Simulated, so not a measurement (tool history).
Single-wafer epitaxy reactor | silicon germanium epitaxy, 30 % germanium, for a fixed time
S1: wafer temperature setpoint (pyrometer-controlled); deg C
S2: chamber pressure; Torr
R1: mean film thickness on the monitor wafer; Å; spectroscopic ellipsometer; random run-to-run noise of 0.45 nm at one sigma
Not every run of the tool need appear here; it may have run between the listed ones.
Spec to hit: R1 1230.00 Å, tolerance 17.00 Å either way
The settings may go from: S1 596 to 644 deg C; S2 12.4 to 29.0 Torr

run 1 hour=0.0 | S1=620 S2=20.7 | R1=912.61
run 2 hour=8.0 | S1=626 S2=20.7 | R1=1019.40
run 3 hour=10.8 | S1=628 S2=20.7 | R1=1057.80
run 4 hour=19.1 | S1=630 S2=20.7 | R1=1096.10
run 5 hour=19.9 | S1=631 S2=20.7 | R1=1113.90
run 6 hour=26.5 | S1=631 S2=17.1 | R1=1050.00
run 7 hour=32.8 | S1=633 S2=17.1 | R1=1086.70
run 8 hour=35.9 | S1=634 S2=17.1 | R1=1106.60
-- hour=39.7 capacitance manometer re-zeroed and calibrated
run 9 hour=39.7 | S1=635 S2=17.1 | R1=1095.70

Next run, 5 choices. One meets every target within its allowed miss, the rest don't. Which?
run A hour=43.5 | S1=641 S2=16.0 | R1=?
run B hour=43.5 | S1=625 S2=22.1 | R1=?
run C hour=43.5 | S1=638 S2=18.0 | R1=?
run D hour=43.5 | S1=644 S2=13.8 | R1=?
run E hour=43.5 | S1=639 S2=19.8 | R1=?

move=A R1=1192.70
move=B R1=997.43
move=C R1=1175.20
move=D R1=1200.00
move=E R1=1233.80
A: better than the last run, though not everything is in spec
B: the biggest miss grows against the last run
C: better than the last run, though not everything is in spec
D: better than the last run, though not everything is in spec
E: every result within its allowed miss
So the answer is move E, the one that meets all the targets.

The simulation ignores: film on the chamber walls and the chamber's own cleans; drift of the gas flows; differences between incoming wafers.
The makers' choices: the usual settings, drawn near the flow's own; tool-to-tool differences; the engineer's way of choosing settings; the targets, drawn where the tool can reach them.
